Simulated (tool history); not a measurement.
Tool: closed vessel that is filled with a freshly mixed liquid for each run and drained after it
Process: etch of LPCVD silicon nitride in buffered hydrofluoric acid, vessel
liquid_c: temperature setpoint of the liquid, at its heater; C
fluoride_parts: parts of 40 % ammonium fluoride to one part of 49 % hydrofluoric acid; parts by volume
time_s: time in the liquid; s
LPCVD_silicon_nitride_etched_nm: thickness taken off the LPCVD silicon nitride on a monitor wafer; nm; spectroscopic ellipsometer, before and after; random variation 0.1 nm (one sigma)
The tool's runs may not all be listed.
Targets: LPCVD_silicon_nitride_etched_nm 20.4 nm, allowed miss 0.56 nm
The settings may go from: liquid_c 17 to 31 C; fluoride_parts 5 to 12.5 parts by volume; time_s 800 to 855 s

| run | day | liquid_c | fluoride_parts | time_s | LPCVD_silicon_nitride_etched_nm |
|---|---|---|---|---|---|
| 1 | 0 | 23 | 7.5 | 800 | 13.086 |
| 2 | 0.271 | 21 | 7.5 | 800 | 11.736 |
| 3 | 0.321 | 21 | 9 | 800 | 9.6558 |
| 4 | 0.654 | 22.5 | 9 | 800 | 10.453 |
| 5 | 1.021 | 25 | 8.5 | 800 | 12.593 |
| 6 | 1.225 | 25 | 10.5 | 800 | 10.643 |
| 7 | 1.533 | 26.5 | 9.5 | 800 | 12.375 |
| 8 | 1.717 | 26.5 | 9.5 | 800 | 12.556 |
| 9 | 1.896 | 27.5 | 9 | 800 | 13.646 |
| 10 | 1.979 | 27.5 | 9 | 800 | 13.756 |
| 11 | 2.15 | 28.5 | 8.5 | 800 | 15.149 |
| 12 | 2.229 | 29 | 8 | 800 | 17.01 |
| 13 | 2.412 | 29.5 | 8 | 800 | 17.197 |
| 14 | 2.496 | 31 | 7 | 800 | 21.494 |

5 next moves are on the table. One of them brings every result within its allowed miss. Which?
| A | 2.579 | 27.5 | 7 | 850 | ? |
| B | 2.579 | 25.5 | 6 | 815 | ? |
| C | 2.579 | 29.5 | 7 | 810 | ? |
| D | 2.579 | 30 | 7 | 840 | ? |
| E | 2.579 | 31 | 8 | 825 | ? |

| move | LPCVD_silicon_nitride_etched_nm |
|---|---|
| A | 19.12 |
| B | 18.823 |
| C | 20.252 |
| D | 21.56 |
| E | 19.317 |
A: takes the result that was furthest off past its target
B: takes the result that was furthest off past its target
C: meets every target
D: further off than the last run
E: takes the result that was furthest off past its target
The right move is C.
